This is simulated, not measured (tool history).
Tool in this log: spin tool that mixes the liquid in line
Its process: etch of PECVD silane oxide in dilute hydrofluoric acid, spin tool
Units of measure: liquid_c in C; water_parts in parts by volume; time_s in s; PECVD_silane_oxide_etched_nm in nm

{"run": 1, "hour": 0.0, "liquid_c": 23.0, "water_parts": 250, "time_s": 160, "PECVD_silane_oxide_etched_nm": 16.325}
{"run": 2, "hour": 1.5, "liquid_c": 22.0, "water_parts": 250, "time_s": 160, "PECVD_silane_oxide_etched_nm": 15.824}
{"run": 3, "hour": 8.7, "liquid_c": 21.5, "water_parts": 250, "time_s": 160, "PECVD_silane_oxide_etched_nm": 15.563}
{"run": 4, "hour": 13.0, "liquid_c": 19.0, "water_parts": 250, "time_s": 160, "PECVD_silane_oxide_etched_nm": 14.129}
{"run": 5, "hour": 14.5, "liquid_c": 19.0, "water_parts": 250, "time_s": 175, "PECVD_silane_oxide_etched_nm": 15.233}
{"run": 6, "hour": 19.2, "liquid_c": 18.5, "water_parts": 250, "time_s": 175, "PECVD_silane_oxide_etched_nm": 15.077}
{"run": 7, "hour": 27.4, "liquid_c": 18.5, "water_parts": 255, "time_s": 175, "PECVD_silane_oxide_etched_nm": 14.556}

Run 8 comes next. What will it give?
{"run": 8, "hour": 34.6, "liquid_c": 17.5, "water_parts": 260, "time_s": 175, "PECVD_silane_oxide_etched_nm": "?"}

{"run 8": {"PECVD_silane_oxide_etched_nm": 13.766}}

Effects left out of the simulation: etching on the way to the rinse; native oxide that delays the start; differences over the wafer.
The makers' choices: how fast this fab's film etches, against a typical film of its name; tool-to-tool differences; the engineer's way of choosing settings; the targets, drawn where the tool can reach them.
